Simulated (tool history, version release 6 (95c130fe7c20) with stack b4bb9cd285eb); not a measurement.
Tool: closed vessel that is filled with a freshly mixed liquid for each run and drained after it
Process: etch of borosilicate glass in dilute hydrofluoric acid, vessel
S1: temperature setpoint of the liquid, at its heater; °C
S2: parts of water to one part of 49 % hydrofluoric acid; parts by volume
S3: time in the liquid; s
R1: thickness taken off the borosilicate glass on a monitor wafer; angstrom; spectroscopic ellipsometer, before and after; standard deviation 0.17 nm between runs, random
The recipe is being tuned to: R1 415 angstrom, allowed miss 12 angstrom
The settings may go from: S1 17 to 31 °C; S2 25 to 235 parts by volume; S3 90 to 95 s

| run | day | S1 | S2 | S3 | R1 |
|---|---|---|---|---|---|
| 1 | 0 | 23 | 130 | 90 | 218.83 |
| 2 | 0.125 | 23 | 165 | 90 | 166.6 |
| 3 | 0.362 | 24.5 | 150 | 90 | 198.17 |
| 4 | 0.675 | 26 | 135 | 90 | 236.07 |
| 5 | 0.925 | 27 | 125 | 90 | 268.17 |
| 6 | 1.212 | 24 | 125 | 90 | 238.76 |
| 7 | 1.338 | 25.5 | 115 | 90 | 277.39 |
| 8 | 1.392 | 26.5 | 110 | 90 | 303.45 |
| 9 | 1.529 | 27.5 | 105 | 90 | 333.39 |
| 10 | 1.583 | 28 | 105 | 90 | 339.3 |
| 11 | 1.696 | 28.5 | 105 | 90 | 347.83 |
| 12 | 2.017 | 29 | 105 | 90 | 354.5 |
| 13 | 2.046 | 29.5 | 105 | 90 | 361.4 |
| 14 | 2.179 | 30 | 105 | 90 | 367.35 |
| 15 | 2.546 | 30.5 | 100 | 90 | 395.65 |

4 candidate next runs follow, results not yet known. Just one meets every target within its allowed miss. Identify it.
| A | 2.912 | 30 | 100 | 90 | ? |
| B | 2.912 | 31 | 110 | 90 | ? |
| C | 2.912 | 30.5 | 100 | 95 | ? |
| D | 2.912 | 31 | 110 | 95 | ? |

| move | R1 |
|---|---|
| A | 388.36 |
| B | 361.25 |
| C | 417.67 |
| D | 381.32 |
A: further off than the last run
B: further off than the last run
C: hits every target within its allowed miss
D: further off than the last run
So the answer is move C, the one that meets all the targets.
